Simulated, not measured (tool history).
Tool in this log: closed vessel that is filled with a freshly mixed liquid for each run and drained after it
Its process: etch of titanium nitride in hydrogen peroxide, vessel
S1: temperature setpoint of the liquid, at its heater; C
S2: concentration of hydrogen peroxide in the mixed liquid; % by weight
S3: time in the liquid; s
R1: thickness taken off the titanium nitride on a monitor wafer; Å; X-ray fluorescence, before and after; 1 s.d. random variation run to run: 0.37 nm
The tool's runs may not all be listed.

| run | hour | S1 | S2 | S3 | R1 |
|---|---|---|---|---|---|
| 1 | 0.0 | 45.0 | 18.0 | 2550 | 429.73 |
| 2 | 4.4 | 45.0 | 18.0 | 2730 | 467.10 |
| 3 | 10.6 | 45.0 | 18.0 | 2730 | 463.22 |
| 4 | 13.3 | 45.0 | 20.5 | 2730 | 477.07 |
| 5 | 22.3 | 49.5 | 20.5 | 2730 | 667.56 |
| 6 | 26.0 | 50.5 | 20.5 | 2730 | 713.24 |

The next listed run, before its measurement:
| 7 | 30.7 | 51.0 | 20.5 | 2730 | ? |

For run 7 the tool returned R1 740.32 Å.
